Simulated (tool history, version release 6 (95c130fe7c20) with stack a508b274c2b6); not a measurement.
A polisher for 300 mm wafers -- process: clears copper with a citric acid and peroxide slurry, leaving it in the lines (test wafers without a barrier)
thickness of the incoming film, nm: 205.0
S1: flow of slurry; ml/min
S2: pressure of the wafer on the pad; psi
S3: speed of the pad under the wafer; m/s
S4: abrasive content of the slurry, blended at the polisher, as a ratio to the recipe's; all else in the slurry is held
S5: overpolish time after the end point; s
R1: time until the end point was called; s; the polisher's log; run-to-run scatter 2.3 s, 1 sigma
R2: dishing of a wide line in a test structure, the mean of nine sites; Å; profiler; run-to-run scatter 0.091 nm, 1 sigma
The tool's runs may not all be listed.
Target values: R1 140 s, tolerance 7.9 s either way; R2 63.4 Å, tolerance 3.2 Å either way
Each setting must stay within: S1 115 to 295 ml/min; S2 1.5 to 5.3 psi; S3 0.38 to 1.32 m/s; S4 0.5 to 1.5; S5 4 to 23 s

{"run": 1, "hour": 0.0, "S1": 190, "S2": 3.4, "S3": 0.84, "S4": 1, "S5": 12, "R1": 93.939, "R2": 170.61}
{"run": 2, "hour": 3.9, "S1": 190, "S2": 3.1, "S3": 0.8, "S4": 1, "S5": 10, "R1": 105.96, "R2": 131.47}
{"run": 3, "hour": 4.5, "S1": 190, "S2": 3.1, "S3": 0.8, "S4": 1, "S5": 7, "R1": 105.21, "R2": 94.098}
{"run": 4, "hour": 7.8, "S1": 225, "S2": 3.1, "S3": 0.8, "S4": 1, "S5": 7, "R1": 102.73, "R2": 96.171}
{"run": 5, "hour": 13.9, "S1": 225, "S2": 2.8, "S3": 0.8, "S4": 1, "S5": 7, "R1": 111.88, "R2": 87.567}
{"run": 6, "hour": 14.8, "S1": 225, "S2": 2.6, "S3": 0.8, "S4": 1, "S5": 7, "R1": 120.48, "R2": 86.091}
{"run": 7, "hour": 21.6, "S1": 225, "S2": 2.5, "S3": 0.8, "S4": 1, "S5": 6, "R1": 122.27, "R2": 71.095}
{"run": 8, "hour": 30.6, "S1": 225, "S2": 2.4, "S3": 0.8, "S4": 1, "S5": 6, "R1": 125.17, "R2": 73.056}
{"run": 9, "hour": 31.4, "S1": 225, "S2": 2.3, "S3": 0.8, "S4": 1, "S5": 6, "R1": 129.38, "R2": 69.646}
{"run": 10, "hour": 39.5, "S1": 225, "S2": 2.2, "S3": 0.8, "S4": 1, "S5": 6, "R1": 124.42, "R2": 66.508}

Exactly one of the 4 candidate moves below puts every result within its allowed miss. Which one?
{"run": "A", "hour": 47.6, "S1": 190, "S2": 2.2, "S3": 0.86, "S4": 0.95, "S5": 6, "R1": "?", "R2": "?"}
{"run": "B", "hour": 47.6, "S1": 230, "S2": 2, "S3": 0.9, "S4": 1, "S5": 5, "R1": "?", "R2": "?"}
{"run": "C", "hour": 47.6, "S1": 240, "S2": 2.4, "S3": 0.7, "S4": 1, "S5": 6, "R1": "?", "R2": "?"}
{"run": "D", "hour": 47.6, "S1": 210, "S2": 2, "S3": 0.76, "S4": 1, "S5": 7, "R1": "?", "R2": "?"}

move=A R1=126.81 R2=69.767
move=B R1=124.15 R2=59.775
move=C R1=142.3 R2=62.537
move=D R1=147.37 R2=70.001
A: about the same distance from the targets as the last run
B: about the same distance from the targets as the last run
C: all results land within tolerance of their targets
D: brings the result that was furthest off to its target, and leaves another outside
The move that meets every target is C.

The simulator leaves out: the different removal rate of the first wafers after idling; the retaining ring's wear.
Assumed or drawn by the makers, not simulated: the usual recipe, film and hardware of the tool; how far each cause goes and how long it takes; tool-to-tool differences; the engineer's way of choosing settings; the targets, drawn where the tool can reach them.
